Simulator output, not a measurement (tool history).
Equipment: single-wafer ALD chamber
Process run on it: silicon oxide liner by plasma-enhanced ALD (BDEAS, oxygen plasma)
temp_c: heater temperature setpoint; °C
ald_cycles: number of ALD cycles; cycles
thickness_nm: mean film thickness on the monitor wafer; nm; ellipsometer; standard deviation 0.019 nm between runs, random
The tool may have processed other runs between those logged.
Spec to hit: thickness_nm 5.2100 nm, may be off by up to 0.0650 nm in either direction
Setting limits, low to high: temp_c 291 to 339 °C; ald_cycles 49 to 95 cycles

run	hour	temp_c	ald_cycles	thickness_nm
1	0.0	315	72	7.0786
2	6.0	316	68	6.6734
3	8.7	326	68	6.5969
4	14.5	327	65	6.3019
5	22.9	327	71	6.8329
6	26.7	328	67	6.4319
7	31.7	329	64	6.1887
8	35.9	330	62	5.9685
9	40.9	331	60	5.7294
10	45.3	332	59	5.6568
11	53.6	332	59	5.6562
12	60.8	333	58	5.5507
13	68.3	336	53	5.0323
14	71.5	334	53	5.0751
15	80.2	333	53	5.0974
# hour 82.6: thermocouple changed; heater temperature recalibrated
16	82.6	332	53	5.0411
17	91.4	332	56	5.3277

Below are 5 possible settings for the next run. Only one of them brings all results inside the allowed miss of their targets. Which is it?
A	100.2	329	56	?
B	100.2	318	55	?
C	100.2	325	56	?
D	100.2	325	54	?
E	100.2	336	59	?

move	thickness_nm
A	5.3356
B	5.3343
C	5.3704
D	5.1786
E	5.5573
A: its largest miss is bigger than the last run's
B: its largest miss is bigger than the last run's
C: its largest miss is bigger than the last run's
D: each result inside its tolerance
E: its largest miss is bigger than the last run's
D meets every target.
